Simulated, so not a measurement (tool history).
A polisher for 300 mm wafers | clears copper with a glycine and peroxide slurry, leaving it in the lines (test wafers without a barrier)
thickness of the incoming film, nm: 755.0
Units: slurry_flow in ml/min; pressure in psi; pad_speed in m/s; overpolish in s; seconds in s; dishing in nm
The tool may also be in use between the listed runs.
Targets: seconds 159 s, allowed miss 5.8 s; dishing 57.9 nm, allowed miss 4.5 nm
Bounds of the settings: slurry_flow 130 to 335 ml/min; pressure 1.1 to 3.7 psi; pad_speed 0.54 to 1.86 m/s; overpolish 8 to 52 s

run,day,slurry_flow,pressure,pad_speed,overpolish,seconds,dishing
1,0,215,2.4,1.18,26,128.91,89.855
2,0.146,215,2.3,1.18,25,132.68,82.099
3,0.25,215,2.2,1.18,24,137.52,78.159
4,0.304,215,2.2,1.18,30,139.16,92.539
5,0.654,215,2.1,1.18,29,142.59,88.771
6,0.942,215,2.1,1.36,29,129.29,93.632
7,0.988,215,2.1,1.36,29,131.53,87.754
8,1.208,215,2,1.36,28,138.28,86.554
9,1.3,215,2,1.36,27,136.04,82.646
10,1.417,215,2,1.36,26,133.67,82.166
11,1.683,215,1.9,1.36,25,141.37,78.976
12,1.942,215,1.9,1.36,24,142.75,76.236
13,2.146,215,1.9,1.36,23,143.13,74.5
14,2.225,210,1.5,1.36,15,171.98,45.397
15,2.396,210,1.5,1.36,16,171.5,45.241
16,2.688,215,1.5,1.36,17,168.52,50.895
17,2.829,220,1.5,1.36,17,170.44,53.164
18,2.858,230,1.6,1.36,16,161.63,49.296

4 next moves are on the table. One of them brings every result within its allowed miss. Which?
A,2.888,200,1.9,1.3,18,?,?
B,2.888,240,1.5,1.52,19,?,?
C,2.888,250,1.7,1.44,13,?,?
D,2.888,225,1.7,1.34,13,?,?

move,seconds,dishing
A,145.72,61.207
B,155.13,59.644
C,144.82,46.965
D,153.64,44.789
A: brings the result that was furthest off to its target, and leaves another outside
B: meets every target
C: further off than the last run
D: further off than the last run
Move B is the one to make.
